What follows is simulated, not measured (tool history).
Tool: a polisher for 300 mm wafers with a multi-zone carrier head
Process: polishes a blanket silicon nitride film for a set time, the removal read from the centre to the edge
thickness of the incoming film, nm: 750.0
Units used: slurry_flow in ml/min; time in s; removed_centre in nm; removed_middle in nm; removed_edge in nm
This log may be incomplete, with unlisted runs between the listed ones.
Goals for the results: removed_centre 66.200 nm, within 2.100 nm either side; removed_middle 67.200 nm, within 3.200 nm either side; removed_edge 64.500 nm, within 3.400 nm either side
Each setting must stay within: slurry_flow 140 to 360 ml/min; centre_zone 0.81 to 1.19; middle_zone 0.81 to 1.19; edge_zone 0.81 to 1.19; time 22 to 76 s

run,day,slurry_flow,centre_zone,middle_zone,edge_zone,time,removed_centre,removed_middle,removed_edge
1,0.000,230,1.00,1.00,1.00,49,76.914,74.486,77.804
2,0.050,230,1.06,1.00,1.00,49,82.298,75.187,75.212
3,0.358,230,1.05,1.00,0.99,48,79.251,73.103,74.537
4,0.471,230,0.99,1.00,0.99,48,74.736,73.452,73.891
5,0.596,230,0.98,1.00,0.98,48,75.056,70.602,73.936
6,0.712,230,0.97,1.01,0.97,48,73.177,74.635,74.072
7,1.071,230,0.97,1.01,0.96,48,73.056,73.717,72.705
8,1.171,230,0.97,1.01,0.95,48,72.274,73.750,72.426
9,1.458,230,0.97,1.01,0.95,48,72.802,74.221,70.504
10,1.771,225,0.96,1.00,0.95,48,71.574,72.422,72.339
11,1.879,225,0.96,1.00,0.94,48,73.358,72.767,72.344
12,2.100,225,0.96,1.00,0.93,48,71.893,72.501,73.330
13,2.312,225,0.96,1.00,0.93,47,70.958,70.737,71.530
14,2.483,205,0.94,1.00,0.83,44,62.760,66.054,62.893

Exercise: of the 5 proposed moves below, exactly one satisfies all targets within the stated allowed misses. Which move is it?
A,2.654,190,0.82,1.04,1.04,47,?,?,?
B,2.654,210,0.86,1.01,0.84,43,?,?,?
C,2.654,195,0.93,0.99,0.84,42,?,?,?
D,2.654,215,0.94,0.99,0.82,45,?,?,?
E,2.654,190,0.85,0.98,0.90,45,?,?,?

move,removed_centre,removed_middle,removed_edge
A,59.396,72.284,72.173
B,57.956,65.573,61.818
C,60.278,62.210,59.869
D,66.400,67.688,64.350
E,58.866,65.817,65.513
A: lands further from the targets than the last run did
B: lands further from the targets than the last run did
C: lands further from the targets than the last run did
D: each result inside its tolerance
E: lands further from the targets than the last run did
D meets every target.
